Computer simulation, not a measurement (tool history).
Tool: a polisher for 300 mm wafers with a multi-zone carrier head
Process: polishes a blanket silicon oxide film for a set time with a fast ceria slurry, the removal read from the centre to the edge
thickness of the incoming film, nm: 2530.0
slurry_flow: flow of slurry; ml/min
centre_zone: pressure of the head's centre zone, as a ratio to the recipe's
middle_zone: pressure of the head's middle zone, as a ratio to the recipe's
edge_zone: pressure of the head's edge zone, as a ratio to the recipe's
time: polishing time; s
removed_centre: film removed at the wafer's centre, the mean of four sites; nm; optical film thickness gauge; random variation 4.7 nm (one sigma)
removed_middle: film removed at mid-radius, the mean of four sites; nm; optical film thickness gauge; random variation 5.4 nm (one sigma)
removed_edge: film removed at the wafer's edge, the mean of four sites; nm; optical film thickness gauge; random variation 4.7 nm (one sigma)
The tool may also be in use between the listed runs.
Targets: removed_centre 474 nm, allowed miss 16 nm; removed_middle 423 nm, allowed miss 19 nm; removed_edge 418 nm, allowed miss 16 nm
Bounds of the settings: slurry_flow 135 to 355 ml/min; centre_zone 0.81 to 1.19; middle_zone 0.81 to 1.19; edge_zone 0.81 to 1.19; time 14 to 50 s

run 1 hour=0 | slurry_flow=225 centre_zone=1 middle_zone=1 edge_zone=1 time=32 | removed_centre=367.95 removed_middle=343.56 removed_edge=364.94
run 2 hour=6.3 | slurry_flow=225 centre_zone=1 middle_zone=1 edge_zone=1 time=35 | removed_centre=393.63 removed_middle=370.32 removed_edge=392.94
run 3 hour=13.1 | slurry_flow=235 centre_zone=1.03 middle_zone=1.02 edge_zone=1 time=35 | removed_centre=414.31 removed_middle=382.76 removed_edge=394.15
run 4 hour=21.1 | slurry_flow=245 centre_zone=1.04 middle_zone=1.03 edge_zone=1.01 time=35 | removed_centre=424.34 removed_middle=400.23 removed_edge=401.58
run 5 hour=25.1 | slurry_flow=255 centre_zone=1.05 middle_zone=1.03 edge_zone=1.01 time=35 | removed_centre=425.63 removed_middle=378.09 removed_edge=399.73
run 6 hour=31.6 | slurry_flow=255 centre_zone=1.06 middle_zone=1.05 edge_zone=1.01 time=35 | removed_centre=435.24 removed_middle=405.18 removed_edge=400.23
run 7 hour=32.9 | slurry_flow=260 centre_zone=1.07 middle_zone=1.05 edge_zone=1.02 time=35 | removed_centre=441.09 removed_middle=396.99 removed_edge=401.45
run 8 hour=41.1 | slurry_flow=265 centre_zone=1.08 middle_zone=1.06 edge_zone=1.03 time=35 | removed_centre=449.39 removed_middle=400.39 removed_edge=401.97
run 9 hour=48.7 | slurry_flow=270 centre_zone=1.08 middle_zone=1.07 edge_zone=1.04 time=35 | removed_centre=440.74 removed_middle=412.45 removed_edge=404.17

Which of these 4 next moves meets every target?
run A hour=56.3 | slurry_flow=285 centre_zone=1.06 middle_zone=1.06 edge_zone=1.04 time=34 | removed_centre=? removed_middle=? removed_edge=?
run B hour=56.3 | slurry_flow=290 centre_zone=1.19 middle_zone=0.94 edge_zone=0.99 time=37 | removed_centre=? removed_middle=? removed_edge=?
run C hour=56.3 | slurry_flow=285 centre_zone=0.96 middle_zone=0.99 edge_zone=1.09 time=37 | removed_centre=? removed_middle=? removed_edge=?
run D hour=56.3 | slurry_flow=295 centre_zone=1.09 middle_zone=1.06 edge_zone=0.98 time=36 | removed_centre=? removed_middle=? removed_edge=?

move=A removed_centre=434.18 removed_middle=392.05 removed_edge=406.2
move=B removed_centre=531.92 removed_middle=386.24 removed_edge=433.45
move=C removed_centre=427.39 removed_middle=402.82 removed_edge=452.56
move=D removed_centre=475.47 removed_middle=417.16 removed_edge=419.86
A: further off than the last run
B: takes the result that was furthest off past its target
C: further off than the last run
D: meets every target
Move D is the one to make.
